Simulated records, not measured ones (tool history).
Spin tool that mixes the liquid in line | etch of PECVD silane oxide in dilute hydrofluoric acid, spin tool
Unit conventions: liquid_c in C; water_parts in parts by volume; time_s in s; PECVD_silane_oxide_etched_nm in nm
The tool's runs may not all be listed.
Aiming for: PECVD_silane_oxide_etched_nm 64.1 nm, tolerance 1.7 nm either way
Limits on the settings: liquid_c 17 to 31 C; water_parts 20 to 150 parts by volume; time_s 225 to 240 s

{"run": 1, "hour": 0.0, "liquid_c": 23, "water_parts": 85, "time_s": 225, "PECVD_silane_oxide_etched_nm": 90.247}
{"run": 2, "hour": 1.5, "liquid_c": 22, "water_parts": 85, "time_s": 225, "PECVD_silane_oxide_etched_nm": 87.63}
{"run": 3, "hour": 7.7, "liquid_c": 21.5, "water_parts": 85, "time_s": 225, "PECVD_silane_oxide_etched_nm": 85.207}
{"run": 4, "hour": 10.1, "liquid_c": 25, "water_parts": 85, "time_s": 225, "PECVD_silane_oxide_etched_nm": 96.879}
{"run": 5, "hour": 14.2, "liquid_c": 25, "water_parts": 85, "time_s": 225, "PECVD_silane_oxide_etched_nm": 97.603}
{"hour": 17.9, "done": "hydrofluoric acid flow meter replaced"}
{"run": 6, "hour": 17.9, "liquid_c": 24, "water_parts": 85, "time_s": 225, "PECVD_silane_oxide_etched_nm": 83.028}
{"run": 7, "hour": 25.5, "liquid_c": 23.5, "water_parts": 90, "time_s": 225, "PECVD_silane_oxide_etched_nm": 76.459}
{"run": 8, "hour": 29.1, "liquid_c": 23.5, "water_parts": 90, "time_s": 225, "PECVD_silane_oxide_etched_nm": 76.566}
{"run": 9, "hour": 37.9, "liquid_c": 22.5, "water_parts": 90, "time_s": 225, "PECVD_silane_oxide_etched_nm": 72.327}
{"run": 10, "hour": 46.8, "liquid_c": 22, "water_parts": 90, "time_s": 225, "PECVD_silane_oxide_etched_nm": 71.467}
{"run": 11, "hour": 52.6, "liquid_c": 21.5, "water_parts": 90, "time_s": 225, "PECVD_silane_oxide_etched_nm": 70.424}
{"run": 12, "hour": 56.1, "liquid_c": 21, "water_parts": 90, "time_s": 225, "PECVD_silane_oxide_etched_nm": 68.944}
{"run": 13, "hour": 64.6, "liquid_c": 21, "water_parts": 90, "time_s": 225, "PECVD_silane_oxide_etched_nm": 69.167}
{"run": 14, "hour": 67.7, "liquid_c": 20, "water_parts": 90, "time_s": 225, "PECVD_silane_oxide_etched_nm": 66.893}

Below are 4 possible settings for the next run. Only one of them brings all results inside the allowed miss of their targets. Which is it?
{"run": "A", "hour": 70.8, "liquid_c": 22, "water_parts": 95, "time_s": 230, "PECVD_silane_oxide_etched_nm": "?"}
{"run": "B", "hour": 70.8, "liquid_c": 20, "water_parts": 90, "time_s": 235, "PECVD_silane_oxide_etched_nm": "?"}
{"run": "C", "hour": 70.8, "liquid_c": 19, "water_parts": 90, "time_s": 240, "PECVD_silane_oxide_etched_nm": "?"}
{"run": "D", "hour": 70.8, "liquid_c": 23, "water_parts": 110, "time_s": 240, "PECVD_silane_oxide_etched_nm": "?"}

move=A PECVD_silane_oxide_etched_nm=68.3
move=B PECVD_silane_oxide_etched_nm=68.268
move=C PECVD_silane_oxide_etched_nm=66.885
move=D PECVD_silane_oxide_etched_nm=62.944
A: moves away from the targets compared with the last run
B: moves away from the targets compared with the last run
C: neither nearer nor further off than the last run
D: in spec on every target
D is the move that brings every result within its allowed miss.
